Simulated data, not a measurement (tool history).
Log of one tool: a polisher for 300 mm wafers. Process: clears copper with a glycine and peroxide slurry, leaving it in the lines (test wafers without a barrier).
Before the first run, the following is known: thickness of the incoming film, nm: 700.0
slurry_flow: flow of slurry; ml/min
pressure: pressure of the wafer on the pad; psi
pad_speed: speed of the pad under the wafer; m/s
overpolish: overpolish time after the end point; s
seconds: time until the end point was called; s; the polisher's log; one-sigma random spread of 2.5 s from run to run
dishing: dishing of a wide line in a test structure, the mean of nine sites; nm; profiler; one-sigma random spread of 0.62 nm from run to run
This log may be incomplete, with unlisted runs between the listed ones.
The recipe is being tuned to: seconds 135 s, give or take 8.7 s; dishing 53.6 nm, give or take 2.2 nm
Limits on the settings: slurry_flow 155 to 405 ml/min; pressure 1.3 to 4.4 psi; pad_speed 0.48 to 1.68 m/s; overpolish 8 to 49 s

run    day  slurry_flow  pressure  pad_speed  overpolish  seconds  dishing
  1      0          260       2.8       1.08          25   100.79   88.765
  2  0.262          260       2.7       1.08          24   102.44   87.095
  3  0.383          260       2.7       1.08          33   104.16   105.32
  4  0.662          260       2.7       1.08          41   102.28   115.56
  5  0.954          255       2.6       1.08          37   103.26   105.21
  6  1.204          255       2.6        1.3          37   92.564   113.37
  7  1.504          230       2.2          1          25   128.81   75.957
  8    1.6          230       2.2       1.02          23   128.76   71.145
  9  1.838          230       2.2       1.04          22   125.04   69.133
 10  2.179          230       2.1       1.06          21   131.96   66.325
 11  2.329          230       2.1       1.06          21   129.88    65.25
 12  2.671          230       2.1       1.08          20   130.19   64.065
 13  2.888          230       2.1        1.1          20   126.99   65.442
 14   2.95          230       2.1       1.12          19   125.93   64.799
 15  3.221          230       2.1       1.14          18    120.1   60.654
 16  3.421          230       1.9       1.14          18   134.13   58.349

Consider the 5 candidate settings below. Which is the only one whose results all fall within their allowed miss of target?
  A  3.621          235       1.7       1.02          18        ?        ?
  B  3.621          215       2.4       1.04          18        ?        ?
  C  3.621          275       2.3       1.02          13        ?        ?
  D  3.621          275         2       0.78          20        ?        ?
  E  3.621          240       1.9        1.1          17        ?        ?

move  seconds  dishing
   A    159.4   50.834
   B   121.31    63.51
   C   124.19   48.364
   D   169.54   53.586
   E   137.93    54.48
A: the result that was furthest off in the last run now lies on the other side of its target
B: the biggest miss grows against the last run
C: the result that was furthest off in the last run now lies on the other side of its target
D: meets the target for the result that was furthest off, but another lies outside its allowed miss
E: all results in spec
E meets every target.
